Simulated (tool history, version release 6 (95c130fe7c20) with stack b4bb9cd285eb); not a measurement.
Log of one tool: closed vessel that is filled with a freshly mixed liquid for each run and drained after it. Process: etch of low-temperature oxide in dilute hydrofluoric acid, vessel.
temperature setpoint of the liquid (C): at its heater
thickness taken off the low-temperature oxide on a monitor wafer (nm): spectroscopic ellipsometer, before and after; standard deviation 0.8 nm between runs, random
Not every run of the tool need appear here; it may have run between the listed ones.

run    day  temperature setpoint of the liquid (C)  parts of water to one part of 49 % hydrofluoric acid (parts by volume)  time in the liquid (s)  thickness taken off the low-temperature oxide on a monitor wafer (nm)
  1  0.000                                    25.0                                                                     130                     435                                                                103.860
  2  0.217                                    25.0                                                                     130                     435                                                                104.010
  3  0.417                                    23.5                                                                     130                     435                                                                 98.502
  4  0.454                                    23.5                                                                     130                     465                                                                105.470
  5  0.817                                    24.0                                                                     130                     465                                                                107.190
  6  0.954                                    24.0                                                                     155                     465                                                                 87.820
  7  1.038                                    28.0                                                                     150                     465                                                                105.800

What will run 8 give?
  8  1.112                                    28.5                                                                     150                     465                                                                      ?

thickness taken off the low-temperature oxide on a monitor wafer (nm): 107.530

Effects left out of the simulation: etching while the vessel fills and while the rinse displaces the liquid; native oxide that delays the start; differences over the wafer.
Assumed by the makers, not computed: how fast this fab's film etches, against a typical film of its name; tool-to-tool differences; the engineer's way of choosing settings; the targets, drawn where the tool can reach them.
